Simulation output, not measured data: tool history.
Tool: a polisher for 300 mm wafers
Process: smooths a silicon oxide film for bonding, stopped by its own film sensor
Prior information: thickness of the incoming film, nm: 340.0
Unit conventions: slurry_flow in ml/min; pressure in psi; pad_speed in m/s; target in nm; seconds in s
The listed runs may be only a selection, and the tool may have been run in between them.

run  hour  slurry_flow  pressure  pad_speed  slurry_solids  target  seconds
  1   0.0          205       2.1       1.00            1.0     249   106.33
  2   1.7          205       1.9       1.00            1.0     249   117.60
  3   6.7          205       1.9       1.00            1.0     249   119.30
  4  10.7          205       1.7       1.00            1.0     249   132.92
  5  16.3          205       1.7       1.00            0.9     249   137.84
  6  23.1          205       1.6       1.00            0.9     249   147.48
  7  24.7          205       1.6       1.00            0.9     249   146.65

Run 8 has not been measured yet. What should we expect?
  8  29.5          200       1.4       1.00            0.9     249        ?

Run 8 came out at seconds 169.71 s.

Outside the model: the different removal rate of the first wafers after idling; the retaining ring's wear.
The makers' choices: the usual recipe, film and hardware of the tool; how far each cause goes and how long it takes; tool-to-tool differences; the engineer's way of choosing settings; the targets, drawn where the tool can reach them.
